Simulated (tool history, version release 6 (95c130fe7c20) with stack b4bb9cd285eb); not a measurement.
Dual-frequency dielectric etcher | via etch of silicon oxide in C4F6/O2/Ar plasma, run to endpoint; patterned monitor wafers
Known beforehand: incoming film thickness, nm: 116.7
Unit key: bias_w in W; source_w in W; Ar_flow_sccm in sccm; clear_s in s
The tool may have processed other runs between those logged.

run,hour,bias_w,source_w,Ar_flow_sccm,clear_s
1,0.0,620,230,351,31.552
2,8.8,718,230,351,30.293
3,17.2,718,230,396,30.700
4,25.7,772,230,396,29.860
5,32.0,666,230,396,31.708
6,33.0,642,230,397,31.727
7,40.2,619,230,398,32.225
8,45.0,598,230,399,32.854
9,50.0,581,230,400,32.893
10,53.7,563,230,401,32.932
11,57.1,548,230,402,33.339
12,58.3,533,230,403,34.087
13,59.0,522,230,403,33.951
14,63.7,510,230,404,34.212
15,68.6,499,230,404,34.688
16,77.4,491,230,404,34.951

Predict the results of run 17:
17,79.6,484,230,404,?

Run 17 yielded clear_s 34.970 s.
